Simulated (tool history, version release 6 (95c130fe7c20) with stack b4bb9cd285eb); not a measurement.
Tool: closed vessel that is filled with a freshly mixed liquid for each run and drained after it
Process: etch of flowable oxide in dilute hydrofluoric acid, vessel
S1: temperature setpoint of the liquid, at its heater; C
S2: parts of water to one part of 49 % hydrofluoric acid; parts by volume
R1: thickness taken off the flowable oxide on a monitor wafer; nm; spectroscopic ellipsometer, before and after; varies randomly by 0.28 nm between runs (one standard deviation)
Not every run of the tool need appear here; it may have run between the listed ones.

{"run": 1, "hour": 0.0, "S1": 21, "S2": 240, "time in the liquid (s)": 400, "R1": 64.62}
{"run": 2, "hour": 1.5, "S1": 21, "S2": 275, "time in the liquid (s)": 400, "R1": 55.16}
{"run": 3, "hour": 10.7, "S1": 19, "S2": 275, "time in the liquid (s)": 400, "R1": 51.209}
{"run": 4, "hour": 15.6, "S1": 19, "S2": 275, "time in the liquid (s)": 400, "R1": 50.918}
{"run": 5, "hour": 19.4, "S1": 19, "S2": 275, "time in the liquid (s)": 430, "R1": 54.097}
{"run": 6, "hour": 22.4, "S1": 17, "S2": 275, "time in the liquid (s)": 430, "R1": 50.7}
{"run": 7, "hour": 31.5, "S1": 17, "S2": 290, "time in the liquid (s)": 430, "R1": 47.749}
{"run": 8, "hour": 35.6, "S1": 17, "S2": 300, "time in the liquid (s)": 430, "R1": 45.053}
{"run": 9, "hour": 39.4, "S1": 17, "S2": 310, "time in the liquid (s)": 430, "R1": 43.704}
{"run": 10, "hour": 44.9, "S1": 17, "S2": 315, "time in the liquid (s)": 430, "R1": 43.254}
{"run": 11, "hour": 47.9, "S1": 17, "S2": 320, "time in the liquid (s)": 430, "R1": 41.846}
{"run": 12, "hour": 57.0, "S1": 17, "S2": 325, "time in the liquid (s)": 430, "R1": 40.967}

Run 13 is up next; what results do you expect?
{"run": 13, "hour": 65.6, "S1": 17, "S2": 330, "time in the liquid (s)": 430, "R1": "?"}

Run 13 produced R1 39.838 nm.
